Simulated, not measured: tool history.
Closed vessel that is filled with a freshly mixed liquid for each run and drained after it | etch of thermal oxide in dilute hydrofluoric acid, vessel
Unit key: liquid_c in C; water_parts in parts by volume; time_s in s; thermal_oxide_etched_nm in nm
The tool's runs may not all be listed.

| run | hour | liquid_c | water_parts | time_s | thermal_oxide_etched_nm |
|---|---|---|---|---|---|
| 1 | 0 | 25 | 145 | 2630 | 84.26 |
| 2 | 5.9 | 27.5 | 145 | 2630 | 92.061 |
| 3 | 8.7 | 27.5 | 145 | 2810 | 98.739 |
| 4 | 13 | 25 | 160 | 2810 | 80.027 |
| 5 | 15.3 | 28.5 | 160 | 2810 | 90.212 |
| 6 | 18.6 | 26 | 170 | 2810 | 77.529 |

The next listed run, before its measurement:
| 7 | 23.2 | 24 | 180 | 2810 | ? |

{"run 7": {"thermal_oxide_etched_nm": 67.061}}

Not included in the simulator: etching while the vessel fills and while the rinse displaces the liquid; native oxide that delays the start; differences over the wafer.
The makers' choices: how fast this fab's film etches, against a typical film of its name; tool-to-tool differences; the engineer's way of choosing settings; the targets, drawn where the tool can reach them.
